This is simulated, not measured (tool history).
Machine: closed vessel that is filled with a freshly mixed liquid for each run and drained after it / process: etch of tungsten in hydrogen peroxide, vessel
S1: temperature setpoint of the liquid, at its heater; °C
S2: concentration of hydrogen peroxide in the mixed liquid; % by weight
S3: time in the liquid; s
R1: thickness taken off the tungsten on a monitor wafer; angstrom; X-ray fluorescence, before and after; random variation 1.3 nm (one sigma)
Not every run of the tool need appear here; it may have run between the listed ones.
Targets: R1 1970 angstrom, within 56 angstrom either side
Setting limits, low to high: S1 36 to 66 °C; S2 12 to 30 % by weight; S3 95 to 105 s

Run 1, day 0: S1 52 °C, S2 23 % by weight, S3 95 s. Result: R1 1018 angstrom.
Run 2, day 0.042: S1 52 °C, S2 23 % by weight, S3 105 s. Result: R1 1119.7 angstrom.
Run 3, day 0.275: S1 56.5 °C, S2 23 % by weight, S3 105 s. Result: R1 1468.5 angstrom.
Run 4, day 0.3: S1 56.5 °C, S2 23 % by weight, S3 95 s. Result: R1 1335.3 angstrom.
At day 0.512: thermometer replaced.
Run 5, day 0.512: S1 56.5 °C, S2 18.5 % by weight, S3 95 s. Result: R1 1364.3 angstrom.
Run 6, day 0.846: S1 56.5 °C, S2 14 % by weight, S3 95 s. Result: R1 1203 angstrom.
Run 7, day 1.1: S1 58.5 °C, S2 14 % by weight, S3 95 s. Result: R1 1350.4 angstrom.
Run 8, day 1.221: S1 60 °C, S2 14 % by weight, S3 95 s. Result: R1 1454.1 angstrom.
Run 9, day 1.429: S1 61.5 °C, S2 14 % by weight, S3 95 s. Result: R1 1625 angstrom.
Run 10, day 1.588: S1 62.5 °C, S2 14 % by weight, S3 95 s. Result: R1 1707.5 angstrom.
Run 11, day 1.842: S1 63 °C, S2 14 % by weight, S3 95 s. Result: R1 1743.9 angstrom.
Run 12, day 2.025: S1 63.5 °C, S2 14 % by weight, S3 95 s. Result: R1 1794.5 angstrom.

Of the 5 settings listed for the next run, only one would bring every result within its allowed miss of target. Which one?
Run A, day 2.208: S1 63.5 °C, S2 12 % by weight, S3 95 s. Result: R1 ?.
Run B, day 2.208: S1 56.5 °C, S2 23 % by weight, S3 95 s. Result: R1 ?.
Run C, day 2.208: S1 63 °C, S2 12 % by weight, S3 100 s. Result: R1 ?.
Run D, day 2.208: S1 64 °C, S2 16 % by weight, S3 95 s. Result: R1 ?.
Run E, day 2.208: S1 59.5 °C, S2 19.5 % by weight, S3 95 s. Result: R1 ?.

move      R1
   A  1659.8
   B  1536.3
   C  1698.5
   D  1971.2
   E  1684.5
A: misses by more than the last run did
B: misses by more than the last run did
C: misses by more than the last run did
D: in spec on every target
E: misses by more than the last run did
The right move is D.
